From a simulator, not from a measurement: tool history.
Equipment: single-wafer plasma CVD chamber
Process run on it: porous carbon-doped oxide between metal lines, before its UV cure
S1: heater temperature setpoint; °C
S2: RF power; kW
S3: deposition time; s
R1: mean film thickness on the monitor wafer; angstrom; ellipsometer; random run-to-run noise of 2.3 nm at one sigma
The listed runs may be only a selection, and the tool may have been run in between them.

| run | hour | S1 | S2 | S3 | R1 |
|---|---|---|---|---|---|
| 1 | 0.0 | 300 | 0.620 | 62.2 | 4268.3 |
| 2 | 1.0 | 295 | 0.640 | 62.3 | 4510.3 |
| 3 | 3.4 | 290 | 0.640 | 62.3 | 4648.8 |
| 4 | 12.4 | 287 | 0.650 | 62.3 | 4755.6 |
| 5 | 14.1 | 287 | 0.610 | 62.3 | 4513.7 |
| 6 | 18.9 | 285 | 0.630 | 62.4 | 4725.0 |

What will run 7 give?
| 7 | 26.6 | 283 | 0.640 | 62.5 | ? |

{"run 7": {"R1": 4873.5}}
